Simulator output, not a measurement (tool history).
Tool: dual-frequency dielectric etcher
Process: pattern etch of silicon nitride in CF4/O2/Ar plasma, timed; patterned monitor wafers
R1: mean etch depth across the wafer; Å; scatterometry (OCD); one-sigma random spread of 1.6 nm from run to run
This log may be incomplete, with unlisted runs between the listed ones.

{"run": 1, "hour": 0.0, "source power (kW)": 0.56, "bias power (kW)": 0.048, "Ar flow (sccm)": 100, "CF4 flow (sccm)": 81, "etch time (s)": 239, "R1": 4931.9}
{"run": 2, "hour": 6.1, "source power (kW)": 0.56, "bias power (kW)": 0.048, "Ar flow (sccm)": 100, "CF4 flow (sccm)": 95, "etch time (s)": 239, "R1": 5019.3}
{"run": 3, "hour": 12.1, "source power (kW)": 0.52, "bias power (kW)": 0.046, "Ar flow (sccm)": 101, "CF4 flow (sccm)": 95, "etch time (s)": 238.5, "R1": 4612.5}
{"run": 4, "hour": 14.0, "source power (kW)": 0.49, "bias power (kW)": 0.045, "Ar flow (sccm)": 101, "CF4 flow (sccm)": 95, "etch time (s)": 238.5, "R1": 4355.1}
{"run": 5, "hour": 20.3, "source power (kW)": 0.49, "bias power (kW)": 0.045, "Ar flow (sccm)": 91, "CF4 flow (sccm)": 95, "etch time (s)": 238.5, "R1": 4442.5}
{"run": 6, "hour": 28.2, "source power (kW)": 0.45, "bias power (kW)": 0.045, "Ar flow (sccm)": 91, "CF4 flow (sccm)": 95, "etch time (s)": 238.5, "R1": 4086.5}
{"run": 7, "hour": 37.3, "source power (kW)": 0.43, "bias power (kW)": 0.045, "Ar flow (sccm)": 91, "CF4 flow (sccm)": 95, "etch time (s)": 238.5, "R1": 3902.6}
{"run": 8, "hour": 40.1, "source power (kW)": 0.42, "bias power (kW)": 0.045, "Ar flow (sccm)": 91, "CF4 flow (sccm)": 95, "etch time (s)": 238.5, "R1": 3837.7}
{"run": 9, "hour": 49.1, "source power (kW)": 0.42, "bias power (kW)": 0.045, "Ar flow (sccm)": 91, "CF4 flow (sccm)": 95, "etch time (s)": 238.5, "R1": 3860.8}

Expected results for the next run?
{"run": 10, "hour": 54.1, "source power (kW)": 0.41, "bias power (kW)": 0.045, "Ar flow (sccm)": 91, "CF4 flow (sccm)": 95, "etch time (s)": 238.5, "R1": "?"}

Run 10 yielded R1 3766.4 Å.
